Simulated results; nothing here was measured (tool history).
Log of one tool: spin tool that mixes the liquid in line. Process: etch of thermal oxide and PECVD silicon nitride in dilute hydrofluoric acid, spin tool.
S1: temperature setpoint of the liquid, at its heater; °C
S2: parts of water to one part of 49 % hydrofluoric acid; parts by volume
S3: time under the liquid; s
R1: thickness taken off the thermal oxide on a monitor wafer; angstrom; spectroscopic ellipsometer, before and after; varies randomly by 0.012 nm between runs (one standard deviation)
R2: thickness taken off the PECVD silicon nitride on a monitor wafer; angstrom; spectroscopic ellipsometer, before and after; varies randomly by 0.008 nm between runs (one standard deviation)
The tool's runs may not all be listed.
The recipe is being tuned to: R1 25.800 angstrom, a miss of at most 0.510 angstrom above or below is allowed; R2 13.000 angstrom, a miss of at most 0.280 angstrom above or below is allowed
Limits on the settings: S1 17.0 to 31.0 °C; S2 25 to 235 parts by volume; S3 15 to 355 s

run	hour	S1	S2	S3	R1	R2
1	0.0	23.0	130	180	65.504	28.676
2	3.3	19.5	130	180	57.074	22.535
3	9.6	20.0	140	180	53.147	21.971
4	16.7	20.0	160	180	45.586	19.304
5	17.8	18.5	160	180	43.330	17.314
6	21.4	18.5	160	245	58.489	23.471
7	28.6	19.0	170	240	54.392	22.624
8	29.6	19.5	175	235	52.546	22.272
9	32.6	20.0	180	230	50.718	22.053
10	33.1	20.0	185	225	48.400	20.922

Consider the 4 candidate settings below. Which is the only one whose results all fall within their allowed miss of target?
A	33.6	23.5	205	160	?	?
B	33.6	23.5	235	140	?	?
C	33.6	28.0	220	265	?	?
D	33.6	30.0	235	75	?	?

move	R1	R2
A	34.303	16.968
B	25.378	12.973
C	61.214	34.605
D	17.069	10.319
A: closer than the last run, but not yet in spec
B: every result within its allowed miss
C: lands further from the targets than the last run did
D: takes the result that was furthest off past its target
B is the move that brings every result within its allowed miss.
